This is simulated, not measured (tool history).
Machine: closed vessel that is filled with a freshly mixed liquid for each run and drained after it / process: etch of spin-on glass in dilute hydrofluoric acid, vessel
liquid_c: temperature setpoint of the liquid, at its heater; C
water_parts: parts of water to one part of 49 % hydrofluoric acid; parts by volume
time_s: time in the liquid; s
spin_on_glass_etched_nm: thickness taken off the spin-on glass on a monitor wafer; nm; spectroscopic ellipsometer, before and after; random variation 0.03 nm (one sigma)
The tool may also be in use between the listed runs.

Run 1, day 0: liquid_c 23 C, water_parts 200 parts by volume, time_s 35 s. Result: spin_on_glass_etched_nm 5.995 nm.
Run 2, day 0.338: liquid_c 23 C, water_parts 145 parts by volume, time_s 35 s. Result: spin_on_glass_etched_nm 8.5776 nm.
Run 3, day 0.4: liquid_c 22.5 C, water_parts 160 parts by volume, time_s 35 s. Result: spin_on_glass_etched_nm 7.6369 nm.
Run 4, day 0.5: liquid_c 20 C, water_parts 160 parts by volume, time_s 35 s. Result: spin_on_glass_etched_nm 6.8816 nm.
Run 5, day 0.771: liquid_c 18.5 C, water_parts 160 parts by volume, time_s 35 s. Result: spin_on_glass_etched_nm 6.4031 nm.
Run 6, day 0.971: liquid_c 18.5 C, water_parts 170 parts by volume, time_s 35 s. Result: spin_on_glass_etched_nm 5.9209 nm.
Run 7, day 1.292: liquid_c 17 C, water_parts 250 parts by volume, time_s 35 s. Result: spin_on_glass_etched_nm 3.5784 nm.

Run 8 is up next; what results do you expect?
Run 8, day 1.583: liquid_c 17 C, water_parts 255 parts by volume, time_s 35 s. Result: spin_on_glass_etched_nm ?.

spin_on_glass_etched_nm: 3.503 nm
